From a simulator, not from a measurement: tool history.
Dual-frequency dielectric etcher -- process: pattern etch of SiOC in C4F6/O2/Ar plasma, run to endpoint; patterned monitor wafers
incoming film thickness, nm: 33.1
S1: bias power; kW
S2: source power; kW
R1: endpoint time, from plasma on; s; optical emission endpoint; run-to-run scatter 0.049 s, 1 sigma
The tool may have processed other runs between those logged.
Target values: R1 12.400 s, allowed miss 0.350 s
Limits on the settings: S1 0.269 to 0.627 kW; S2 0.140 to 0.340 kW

| run | hour | S1 | S2 | R1 |
|---|---|---|---|---|
| 1 | 0.0 | 0.448 | 0.240 | 14.255 |
| 2 | 8.2 | 0.448 | 0.260 | 13.791 |
| 3 | 14.5 | 0.448 | 0.220 | 14.724 |
| 4 | 21.3 | 0.498 | 0.220 | 14.209 |
| 5 | 24.0 | 0.534 | 0.220 | 13.926 |
| 6 | 30.4 | 0.551 | 0.230 | 13.451 |
| 7 | 38.8 | 0.551 | 0.230 | 13.425 |
| 8 | 45.9 | 0.564 | 0.230 | 13.363 |
| 9 | 48.3 | 0.575 | 0.240 | 12.933 |
| 10 | 52.1 | 0.583 | 0.240 | 12.966 |
| 11 | 57.7 | 0.590 | 0.240 | 12.943 |
| 12 | 64.3 | 0.597 | 0.240 | 12.784 |
| 13 | 65.1 | 0.602 | 0.240 | 12.765 |

4 next moves are on the table. One of them brings every result within its allowed miss. Which?
| A | 65.9 | 0.524 | 0.250 | ? |
| B | 65.9 | 0.591 | 0.260 | ? |
| C | 65.9 | 0.627 | 0.210 | ? |
| D | 65.9 | 0.531 | 0.250 | ? |

| move | R1 |
|---|---|
| A | 13.249 |
| B | 12.483 |
| C | 13.255 |
| D | 13.184 |
A: lands further from the targets than the last run did
B: meets every target
C: lands further from the targets than the last run did
D: lands further from the targets than the last run did
The right move is B.
